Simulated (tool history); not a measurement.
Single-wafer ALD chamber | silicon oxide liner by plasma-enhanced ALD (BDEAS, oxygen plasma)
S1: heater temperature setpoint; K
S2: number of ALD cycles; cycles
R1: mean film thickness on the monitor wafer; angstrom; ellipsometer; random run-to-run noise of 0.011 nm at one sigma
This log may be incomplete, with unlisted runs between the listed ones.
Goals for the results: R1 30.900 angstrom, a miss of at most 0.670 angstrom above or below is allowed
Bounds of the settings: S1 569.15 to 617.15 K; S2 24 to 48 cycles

run 1 hour=0.0 | S1=593.15 S2=36 | R1=33.800
run 2 hour=6.1 | S1=593.15 S2=40 | R1=37.727
run 3 hour=14.5 | S1=601.15 S2=40 | R1=37.396
run 4 hour=21.7 | S1=606.15 S2=40 | R1=36.957
run 5 hour=23.7 | S1=607.15 S2=38 | R1=35.119
run 6 hour=32.4 | S1=607.15 S2=40 | R1=36.817
run 7 hour=38.4 | S1=608.15 S2=38 | R1=35.196
run 8 hour=43.6 | S1=608.15 S2=36 | R1=33.173
run 9 hour=49.2 | S1=608.15 S2=35 | R1=32.228

Next run, 5 choices. One meets every target within its allowed miss, the rest don't. Which?
run A hour=54.8 | S1=599.15 S2=37 | R1=?
run B hour=54.8 | S1=610.15 S2=37 | R1=?
run C hour=54.8 | S1=603.15 S2=36 | R1=?
run D hour=54.8 | S1=598.15 S2=33 | R1=?
run E hour=54.8 | S1=617.15 S2=38 | R1=?

move=A R1=34.563
move=B R1=34.051
move=C R1=33.448
move=D R1=30.868
move=E R1=34.636
A: misses by more than the last run did
B: misses by more than the last run did
C: misses by more than the last run did
D: meets every target
E: misses by more than the last run did
The right move is D.
